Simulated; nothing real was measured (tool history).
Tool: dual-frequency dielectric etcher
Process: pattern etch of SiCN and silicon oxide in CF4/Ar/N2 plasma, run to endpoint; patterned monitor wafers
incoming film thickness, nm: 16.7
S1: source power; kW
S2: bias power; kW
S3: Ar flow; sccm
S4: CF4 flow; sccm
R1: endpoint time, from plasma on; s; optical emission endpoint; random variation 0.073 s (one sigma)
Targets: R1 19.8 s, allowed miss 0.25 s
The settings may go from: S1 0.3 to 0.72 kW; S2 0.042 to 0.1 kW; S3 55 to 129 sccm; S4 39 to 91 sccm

run 1 hour=0 | S1=0.51 S2=0.071 S3=92 S4=65 | R1=17.041
run 2 hour=5.7 | S1=0.51 S2=0.071 S3=92 S4=71 | R1=16.825
run 3 hour=7 | S1=0.49 S2=0.071 S3=92 S4=71 | R1=17.566
run 4 hour=14.1 | S1=0.48 S2=0.071 S3=92 S4=71 | R1=17.962
run 5 hour=15.7 | S1=0.47 S2=0.071 S3=92 S4=71 | R1=18.499
run 6 hour=17.5 | S1=0.51 S2=0.071 S3=92 S4=71 | R1=16.802
run 7 hour=24.9 | S1=0.5 S2=0.071 S3=92 S4=71 | R1=17.229
run 8 hour=30.8 | S1=0.49 S2=0.071 S3=92 S4=71 | R1=17.763
run 9 hour=32.8 | S1=0.48 S2=0.071 S3=92 S4=71 | R1=18.117

Which of these 5 next moves meets every target?
run A hour=34.8 | S1=0.53 S2=0.066 S3=97 S4=70 | R1=?
run B hour=34.8 | S1=0.43 S2=0.072 S3=78 S4=76 | R1=?
run C hour=34.8 | S1=0.49 S2=0.082 S3=97 S4=75 | R1=?
run D hour=34.8 | S1=0.44 S2=0.072 S3=92 S4=53 | R1=?
run E hour=34.8 | S1=0.46 S2=0.068 S3=89 S4=76 | R1=?

move=A R1=17.061
move=B R1=19.902
move=C R1=16.478
move=D R1=20.877
move=E R1=19.27
A: further off than the last run
B: meets every target
C: further off than the last run
D: takes the result that was furthest off past its target
E: nearer than the last run, and not there yet
Move B is the one to make.
